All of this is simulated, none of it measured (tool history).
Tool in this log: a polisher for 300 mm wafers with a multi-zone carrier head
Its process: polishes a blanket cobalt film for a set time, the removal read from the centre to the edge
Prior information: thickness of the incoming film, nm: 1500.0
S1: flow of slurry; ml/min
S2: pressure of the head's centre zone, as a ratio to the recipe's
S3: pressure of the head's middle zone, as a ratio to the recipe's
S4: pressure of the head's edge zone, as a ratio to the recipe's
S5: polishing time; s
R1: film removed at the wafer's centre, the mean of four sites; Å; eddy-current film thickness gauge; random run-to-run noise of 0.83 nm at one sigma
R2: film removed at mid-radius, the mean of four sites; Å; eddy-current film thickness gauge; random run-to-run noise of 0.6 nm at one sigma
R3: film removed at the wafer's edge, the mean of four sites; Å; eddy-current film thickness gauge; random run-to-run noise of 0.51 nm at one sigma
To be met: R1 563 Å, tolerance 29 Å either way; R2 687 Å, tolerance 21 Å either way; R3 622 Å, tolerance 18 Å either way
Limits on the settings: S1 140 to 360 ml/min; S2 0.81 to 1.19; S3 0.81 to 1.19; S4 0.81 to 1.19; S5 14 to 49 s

run	hour	S1	S2	S3	S4	S5	R1	R2	R3
1	0	230	1	1	1	31	1137.4	1175.7	1155
2	5.2	195	1	1	1	31	1102.1	1121.1	1105.5
3	10.1	195	1	1	1	37	1334.4	1339.4	1329.4
4	13.6	195	1	1	0.93	37	1319	1344	1299.9
5	22.4	225	1	1	0.93	37	1369.4	1367.6	1332.9
6	24.5	215	0.99	1	0.92	34	1198.2	1248.3	1208.2
7	29.3	205	0.99	1	0.91	32	1130.2	1176.4	1135.8
8	30.9	195	0.98	1	0.9	30	1066.4	1081.7	1037.9
9	39.1	220	0.88	1.1	0.99	21	690.78	834.31	766.73
10	45.9	210	0.83	1.05	0.89	15	475.14	585.85	525.24

Pick the move, out of 4, that brings all results within their allowed miss; only one does.
A	52.7	185	0.86	1.07	0.91	18	?	?	?
B	52.7	230	0.86	1.06	0.88	19	?	?	?
C	52.7	150	0.87	1.02	0.87	20	?	?	?
D	52.7	240	1.11	0.86	0.91	16	?	?	?

move	R1	R2	R3
A	561.5	687.46	631.5
B	615.8	745.05	676.38
C	599.85	702.6	670.82
D	643.06	529.03	579.88
A: all results in spec
B: the result that was furthest off in the last run now lies on the other side of its target
C: the result that was furthest off in the last run now lies on the other side of its target
D: its largest miss is bigger than the last run's
A meets every target.

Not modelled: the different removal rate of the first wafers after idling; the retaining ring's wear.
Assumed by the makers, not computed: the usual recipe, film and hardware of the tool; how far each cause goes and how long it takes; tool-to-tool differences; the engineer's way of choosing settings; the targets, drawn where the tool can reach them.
